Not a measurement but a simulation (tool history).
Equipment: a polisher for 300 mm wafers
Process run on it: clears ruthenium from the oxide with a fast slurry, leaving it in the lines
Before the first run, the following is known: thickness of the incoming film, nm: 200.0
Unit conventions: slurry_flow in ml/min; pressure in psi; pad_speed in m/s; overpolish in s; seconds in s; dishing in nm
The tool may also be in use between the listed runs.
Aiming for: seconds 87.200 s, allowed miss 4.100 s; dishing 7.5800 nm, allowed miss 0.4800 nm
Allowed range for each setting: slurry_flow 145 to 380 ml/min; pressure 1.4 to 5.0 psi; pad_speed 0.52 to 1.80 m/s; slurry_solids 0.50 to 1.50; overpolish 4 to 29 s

run  hour  slurry_flow  pressure  pad_speed  slurry_solids  overpolish  seconds  dishing
  1   0.0          245       3.2       1.16           1.00          15   45.220  35.5280
  2   6.8          245       3.2       1.16           1.00          19   45.994  41.3650
  3   7.7          245       2.9       1.08           1.00          16   54.025  33.6270
  4  15.5          245       2.2       1.08           1.00          16   70.571  28.9760
  5  18.9          245       2.2       1.24           1.00          16   62.064  31.5520
  6  23.1          245       2.2       1.24           1.15          16   59.599  32.5610
  7  29.6          245       2.2       0.92           0.90           9   83.451  16.8590
  8  34.7          265       3.1       0.60           0.65           4   96.914   6.7393
  9  41.6          265       3.2       0.62           0.65           4   89.613   7.1925
     47.1  -- head pressure recalibrated
 10  47.1          265       3.2       0.64           0.65           4   80.280   8.0409
 11  48.4          265       3.1       0.64           0.65           4   82.699   8.0653

Consider the 4 candidate settings below. Which is the only one whose results all fall within their allowed miss of target?
  A  49.7          295       3.2       0.62           0.70           4        ?        ?
  B  49.7          285       4.1       0.52           0.55           4        ?        ?
  C  49.7          280       3.4       0.72           0.55           4        ?        ?
  D  49.7          375       3.1       0.56           0.65           4        ?        ?

move  seconds  dishing
   A   78.056   8.6666
   B   81.237   8.3530
   C   79.775   8.4943
   D   88.227   7.7378
A: moves away from the targets compared with the last run
B: moves away from the targets compared with the last run
C: moves away from the targets compared with the last run
D: each result inside its tolerance
The right move is D.
